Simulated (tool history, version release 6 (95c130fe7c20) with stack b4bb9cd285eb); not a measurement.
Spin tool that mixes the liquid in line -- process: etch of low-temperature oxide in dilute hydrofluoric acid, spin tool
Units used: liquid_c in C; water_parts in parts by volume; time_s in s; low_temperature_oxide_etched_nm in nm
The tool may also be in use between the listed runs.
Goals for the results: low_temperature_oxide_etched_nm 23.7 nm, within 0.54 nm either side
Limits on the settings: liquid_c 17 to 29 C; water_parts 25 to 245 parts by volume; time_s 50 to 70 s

run	hour	liquid_c	water_parts	time_s	low_temperature_oxide_etched_nm
1	0	21	135	70	10.006
2	7.2	22.5	125	70	11.691
3	15.5	22.5	125	70	11.659
4	21.6	22.5	125	50	8.2537
5	27.8	23.5	105	55	11.591
6	35.7	23.5	105	50	10.58
7	41.6	24.5	90	55	14.27
8	42.7	25.5	85	55	15.807
9	48	26	80	55	17.413
10	48.6	26	80	55	17.407
11	51.2	29	55	55	29.4
12	53.1	28.5	55	55	29.005
13	59.3	24.5	55	55	24.396

Exercise: of the 4 proposed moves below, exactly one satisfies all targets within the stated allowed misses. Which move is it?
A	65.5	25.5	70	70	?
B	65.5	25	50	50	?
C	65.5	24	70	70	?
D	65.5	25.5	50	50	?

move	low_temperature_oxide_etched_nm
A	25.04
B	25.21
C	23.573
D	25.729
A: moves away from the targets compared with the last run
B: moves away from the targets compared with the last run
C: all results in spec
D: moves away from the targets compared with the last run
The right move is C.
